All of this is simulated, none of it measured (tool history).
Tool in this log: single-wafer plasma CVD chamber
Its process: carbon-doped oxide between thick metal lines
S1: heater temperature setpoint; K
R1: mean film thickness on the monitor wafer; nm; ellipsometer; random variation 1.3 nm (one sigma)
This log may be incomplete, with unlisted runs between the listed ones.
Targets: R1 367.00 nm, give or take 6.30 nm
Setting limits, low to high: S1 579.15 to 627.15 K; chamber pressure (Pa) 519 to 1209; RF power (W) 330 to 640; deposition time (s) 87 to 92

{"run": 1, "hour": 0.0, "S1": 603.15, "chamber pressure (Pa)": 864, "RF power (W)": 485, "deposition time (s)": 92, "R1": 520.54}
{"run": 2, "hour": 6.2, "S1": 610.15, "chamber pressure (Pa)": 807, "RF power (W)": 445, "deposition time (s)": 91, "R1": 468.68}
{"run": 3, "hour": 6.7, "S1": 610.15, "chamber pressure (Pa)": 807, "RF power (W)": 445, "deposition time (s)": 87, "R1": 448.04}
{"run": 4, "hour": 9.5, "S1": 614.15, "chamber pressure (Pa)": 761, "RF power (W)": 425, "deposition time (s)": 87, "R1": 429.28}
{"run": 5, "hour": 11.7, "S1": 614.15, "chamber pressure (Pa)": 847, "RF power (W)": 425, "deposition time (s)": 87, "R1": 429.16}
{"run": 6, "hour": 20.7, "S1": 614.15, "chamber pressure (Pa)": 847, "RF power (W)": 425, "deposition time (s)": 92, "R1": 452.77}
{"run": 7, "hour": 24.3, "S1": 617.15, "chamber pressure (Pa)": 835, "RF power (W)": 400, "deposition time (s)": 91, "R1": 423.87}
{"run": 8, "hour": 25.1, "S1": 619.15, "chamber pressure (Pa)": 828, "RF power (W)": 380, "deposition time (s)": 91, "R1": 404.33}
{"run": 9, "hour": 34.1, "S1": 621.15, "chamber pressure (Pa)": 821, "RF power (W)": 370, "deposition time (s)": 91, "R1": 396.4}
{"run": 10, "hour": 35.2, "S1": 622.15, "chamber pressure (Pa)": 816, "RF power (W)": 360, "deposition time (s)": 91, "R1": 382.5}
{"run": 11, "hour": 38.8, "S1": 623.15, "chamber pressure (Pa)": 805, "RF power (W)": 355, "deposition time (s)": 91, "R1": 382.23}
{"run": 12, "hour": 39.9, "S1": 623.15, "chamber pressure (Pa)": 805, "RF power (W)": 355, "deposition time (s)": 91, "R1": 379.43}
{"run": 13, "hour": 48.7, "S1": 624.15, "chamber pressure (Pa)": 797, "RF power (W)": 350, "deposition time (s)": 91, "R1": 374.46}

Which one of the following 5 next-run settings gets every result inside its allowed miss? There is exactly one.
{"run": "A", "hour": 57.5, "S1": 622.15, "chamber pressure (Pa)": 697, "RF power (W)": 360, "deposition time (s)": 87, "R1": "?"}
{"run": "B", "hour": 57.5, "S1": 624.15, "chamber pressure (Pa)": 768, "RF power (W)": 350, "deposition time (s)": 92, "R1": "?"}
{"run": "C", "hour": 57.5, "S1": 616.15, "chamber pressure (Pa)": 795, "RF power (W)": 355, "deposition time (s)": 89, "R1": "?"}
{"run": "D", "hour": 57.5, "S1": 627.15, "chamber pressure (Pa)": 876, "RF power (W)": 340, "deposition time (s)": 88, "R1": "?"}
{"run": "E", "hour": 57.5, "S1": 620.15, "chamber pressure (Pa)": 779, "RF power (W)": 345, "deposition time (s)": 92, "R1": "?"}

move=A R1=364.23
move=B R1=376.83
move=C R1=378.39
move=D R1=352.55
move=E R1=377.16
A: meets every target
B: misses by more than the last run did
C: misses by more than the last run did
D: the result that was furthest off in the last run now lies on the other side of its target
E: misses by more than the last run did
A is the move that brings every result within its allowed miss.
